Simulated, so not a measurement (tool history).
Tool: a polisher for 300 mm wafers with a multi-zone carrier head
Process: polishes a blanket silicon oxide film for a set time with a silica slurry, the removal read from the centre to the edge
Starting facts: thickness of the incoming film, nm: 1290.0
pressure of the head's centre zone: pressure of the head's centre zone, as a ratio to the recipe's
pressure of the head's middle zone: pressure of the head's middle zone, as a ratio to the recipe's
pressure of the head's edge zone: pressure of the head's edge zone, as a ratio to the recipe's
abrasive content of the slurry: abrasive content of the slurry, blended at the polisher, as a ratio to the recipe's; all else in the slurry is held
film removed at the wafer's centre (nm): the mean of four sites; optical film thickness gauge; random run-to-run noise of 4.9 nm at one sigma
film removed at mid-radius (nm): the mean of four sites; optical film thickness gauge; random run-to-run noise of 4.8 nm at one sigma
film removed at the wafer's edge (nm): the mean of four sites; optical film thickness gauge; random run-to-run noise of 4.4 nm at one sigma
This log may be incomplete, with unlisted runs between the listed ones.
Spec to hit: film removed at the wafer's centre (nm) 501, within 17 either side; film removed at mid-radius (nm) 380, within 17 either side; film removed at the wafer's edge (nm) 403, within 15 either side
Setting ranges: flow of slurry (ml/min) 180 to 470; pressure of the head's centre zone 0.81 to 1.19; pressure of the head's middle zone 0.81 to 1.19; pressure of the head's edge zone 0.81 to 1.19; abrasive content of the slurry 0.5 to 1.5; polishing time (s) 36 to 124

run	hour	flow of slurry (ml/min)	pressure of the head's centre zone	pressure of the head's middle zone	pressure of the head's edge zone	abrasive content of the slurry	polishing time (s)	film removed at the wafer's centre (nm)	film removed at mid-radius (nm)	film removed at the wafer's edge (nm)
1	0	300	1	1	1	1	79	412.08	415.05	434.65
2	5.3	300	1	0.96	1	1	79	415.51	403.73	442.91
3	8.5	300	1	0.96	1	1	61	320.77	312.77	338.66
4	15.5	300	1	0.96	1	0.85	61	297.21	290.09	315.63
5	16.7	300	1	0.96	0.94	0.85	61	295.77	290.78	301.77
6	24.5	300	1	0.96	0.86	0.85	61	300.08	296.81	291.9
7	31.2	310	1.06	0.95	0.87	1	61	340.92	308.53	315.85
8	39.7	355	1.16	0.95	0.82	1.25	64	429.67	364.58	361.07

Of the 5 settings listed for the next run, only one would bring every result within its allowed miss of target. Which one?
A	48.2	360	1.11	1.01	0.81	1.35	56	?	?	?
B	48.2	370	1.02	1.08	0.83	1.4	55	?	?	?
C	48.2	305	1.19	0.89	0.84	1.1	76	?	?	?
D	48.2	360	0.83	1	0.98	1.4	66	?	?	?
E	48.2	375	0.91	0.9	1.02	1.25	69	?	?	?

move	film removed at the wafer's centre (nm)	film removed at mid-radius (nm)	film removed at the wafer's edge (nm)
A	381.79	342.28	315.59
B	350.53	360.8	318.03
C	501.94	380.46	396.61
D	341.62	406.17	412.89
E	375.83	374.99	423.31
A: moves away from the targets compared with the last run
B: moves away from the targets compared with the last run
C: every result within its allowed miss
D: moves away from the targets compared with the last run
E: moves away from the targets compared with the last run
C meets every target.
